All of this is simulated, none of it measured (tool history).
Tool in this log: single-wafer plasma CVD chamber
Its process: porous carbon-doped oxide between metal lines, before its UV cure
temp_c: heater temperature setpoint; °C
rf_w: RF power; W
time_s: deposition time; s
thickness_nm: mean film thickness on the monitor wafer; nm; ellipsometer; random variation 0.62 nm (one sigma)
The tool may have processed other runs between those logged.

Run 1, hour 0: temp_c 310 °C, rf_w 415 W, time_s 25.7 s. Result: thickness_nm 122.27 nm.
Run 2, hour 8.4: temp_c 310 °C, rf_w 455 W, time_s 25.7 s. Result: thickness_nm 130.41 nm.
Run 3, hour 17: temp_c 310 °C, rf_w 455 W, time_s 25.7 s. Result: thickness_nm 129.35 nm.
Run 4, hour 21.2: temp_c 310 °C, rf_w 455 W, time_s 25.7 s. Result: thickness_nm 131.76 nm.
Run 5, hour 25.7: temp_c 310 °C, rf_w 455 W, time_s 24.5 s. Result: thickness_nm 125.38 nm.
Run 6, hour 26.6: temp_c 314 °C, rf_w 445 W, time_s 24.5 s. Result: thickness_nm 120.18 nm.

Estimate the outcome of run 7 from the log above:
Run 7, hour 32.1: temp_c 317 °C, rf_w 440 W, time_s 24.5 s. Result: thickness_nm ?.

Run 7 yielded thickness_nm 118.92 nm.
